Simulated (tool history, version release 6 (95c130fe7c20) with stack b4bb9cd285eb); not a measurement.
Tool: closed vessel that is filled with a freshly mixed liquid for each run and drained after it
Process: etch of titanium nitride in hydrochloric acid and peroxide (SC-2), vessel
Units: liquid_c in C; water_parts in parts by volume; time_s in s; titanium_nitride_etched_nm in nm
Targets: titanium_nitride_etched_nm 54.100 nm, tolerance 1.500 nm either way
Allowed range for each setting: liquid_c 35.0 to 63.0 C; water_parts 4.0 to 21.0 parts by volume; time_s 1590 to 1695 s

run 1 hour=0.0 | liquid_c=47.0 water_parts=11.5 time_s=1590 | titanium_nitride_etched_nm=19.262
run 2 hour=1.6 | liquid_c=44.0 water_parts=11.5 time_s=1590 | titanium_nitride_etched_nm=15.412
run 3 hour=10.6 | liquid_c=44.0 water_parts=11.5 time_s=1590 | titanium_nitride_etched_nm=15.574
run 4 hour=14.5 | liquid_c=41.0 water_parts=11.5 time_s=1590 | titanium_nitride_etched_nm=12.667
run 5 hour=23.2 | liquid_c=45.5 water_parts=11.5 time_s=1590 | titanium_nitride_etched_nm=17.171
run 6 hour=31.8 | liquid_c=45.5 water_parts=16.0 time_s=1590 | titanium_nitride_etched_nm=12.828
run 7 hour=33.7 | liquid_c=49.0 water_parts=15.5 time_s=1590 | titanium_nitride_etched_nm=16.899
run 8 hour=35.7 | liquid_c=52.0 water_parts=15.0 time_s=1590 | titanium_nitride_etched_nm=20.877
run 9 hour=39.8 | liquid_c=54.5 water_parts=14.0 time_s=1590 | titanium_nitride_etched_nm=26.381
run 10 hour=41.6 | liquid_c=56.5 water_parts=13.5 time_s=1590 | titanium_nitride_etched_nm=30.966
run 11 hour=49.4 | liquid_c=58.0 water_parts=13.0 time_s=1590 | titanium_nitride_etched_nm=35.099
run 12 hour=58.8 | liquid_c=59.0 water_parts=12.5 time_s=1590 | titanium_nitride_etched_nm=38.854
run 13 hour=66.3 | liquid_c=60.0 water_parts=12.5 time_s=1590 | titanium_nitride_etched_nm=41.452
run 14 hour=72.0 | liquid_c=60.0 water_parts=12.5 time_s=1590 | titanium_nitride_etched_nm=41.598
run 15 hour=77.1 | liquid_c=60.5 water_parts=12.5 time_s=1590 | titanium_nitride_etched_nm=43.002
run 16 hour=82.6 | liquid_c=61.0 water_parts=12.5 time_s=1590 | titanium_nitride_etched_nm=44.190
run 17 hour=91.6 | liquid_c=61.5 water_parts=12.5 time_s=1590 | titanium_nitride_etched_nm=45.337
run 18 hour=99.8 | liquid_c=62.0 water_parts=12.0 time_s=1590 | titanium_nitride_etched_nm=48.885
run 19 hour=104.5 | liquid_c=62.5 water_parts=11.5 time_s=1590 | titanium_nitride_etched_nm=52.536

Consider the 5 candidate settings below. Which is the only one whose results all fall within their allowed miss of target?
run A hour=109.2 | liquid_c=60.0 water_parts=9.0 time_s=1590 | titanium_nitride_etched_nm=?
run B hour=109.2 | liquid_c=62.5 water_parts=10.5 time_s=1620 | titanium_nitride_etched_nm=?
run C hour=109.2 | liquid_c=63.0 water_parts=11.0 time_s=1660 | titanium_nitride_etched_nm=?
run D hour=109.2 | liquid_c=63.0 water_parts=10.5 time_s=1590 | titanium_nitride_etched_nm=?
run E hour=109.2 | liquid_c=61.5 water_parts=9.5 time_s=1590 | titanium_nitride_etched_nm=?

move=A titanium_nitride_etched_nm=54.500
move=B titanium_nitride_etched_nm=57.095
move=C titanium_nitride_etched_nm=58.017
move=D titanium_nitride_etched_nm=57.794
move=E titanium_nitride_etched_nm=57.250
A: all results in spec
B: carries the result that was furthest off beyond its target, to the other side
C: carries the result that was furthest off beyond its target, to the other side
D: carries the result that was furthest off beyond its target, to the other side
E: carries the result that was furthest off beyond its target, to the other side
A is the move that brings every result within its allowed miss.

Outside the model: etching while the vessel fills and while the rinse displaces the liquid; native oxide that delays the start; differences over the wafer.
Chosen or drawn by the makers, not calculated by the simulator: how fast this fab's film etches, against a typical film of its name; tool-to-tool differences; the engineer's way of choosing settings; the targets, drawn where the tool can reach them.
